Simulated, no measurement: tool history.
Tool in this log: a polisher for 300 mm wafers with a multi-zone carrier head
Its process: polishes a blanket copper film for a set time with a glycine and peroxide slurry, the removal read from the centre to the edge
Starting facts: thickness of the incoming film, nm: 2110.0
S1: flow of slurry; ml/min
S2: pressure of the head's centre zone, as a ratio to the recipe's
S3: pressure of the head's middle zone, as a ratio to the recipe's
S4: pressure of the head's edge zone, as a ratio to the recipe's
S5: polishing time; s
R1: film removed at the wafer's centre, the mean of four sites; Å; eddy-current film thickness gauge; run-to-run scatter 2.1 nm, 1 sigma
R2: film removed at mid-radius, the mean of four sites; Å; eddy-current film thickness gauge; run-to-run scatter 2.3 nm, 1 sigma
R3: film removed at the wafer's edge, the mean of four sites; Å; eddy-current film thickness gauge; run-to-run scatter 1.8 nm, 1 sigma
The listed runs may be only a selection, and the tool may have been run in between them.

{"run": 1, "day": 0.0, "S1": 120, "S2": 1, "S3": 1, "S4": 1, "S5": 56, "R1": 2388, "R2": 2334.5, "R3": 2369.4}
{"run": 2, "day": 0.271, "S1": 120, "S2": 1.06, "S3": 1, "S4": 1, "S5": 56, "R1": 2522.5, "R2": 2316.4, "R3": 2407}
{"run": 3, "day": 0.308, "S1": 120, "S2": 1.1, "S3": 1, "S4": 1, "S5": 56, "R1": 2632.6, "R2": 2390.8, "R3": 2376.1}
{"run": 4, "day": 0.338, "S1": 115, "S2": 1.09, "S3": 0.99, "S4": 1.01, "S5": 56, "R1": 2564.8, "R2": 2359.3, "R3": 2398.1}
{"run": 5, "day": 0.45, "S1": 95, "S2": 1.09, "S3": 0.99, "S4": 1.01, "S5": 56, "R1": 2418.7, "R2": 2198.7, "R3": 2288.1}
{"run": 6, "day": 0.754, "S1": 95, "S2": 1.09, "S3": 0.98, "S4": 1.02, "S5": 56, "R1": 2432.2, "R2": 2171.4, "R3": 2302.6}
{"run": 7, "day": 1.104, "S1": 95, "S2": 1.08, "S3": 0.97, "S4": 1.03, "S5": 56, "R1": 2378.8, "R2": 2128.2, "R3": 2304.1}
{"run": 8, "day": 1.45, "S1": 95, "S2": 1.08, "S3": 0.96, "S4": 1.04, "S5": 56, "R1": 2385.9, "R2": 2128.2, "R3": 2304.1}

Forecast run 9:
{"run": 9, "day": 1.596, "S1": 95, "S2": 1.08, "S3": 0.95, "S4": 1.05, "S5": 56, "R1": "?", "R2": "?", "R3": "?"}

R1: 2379.5 Å
R2: 2140 Å
R3: 2305 Å
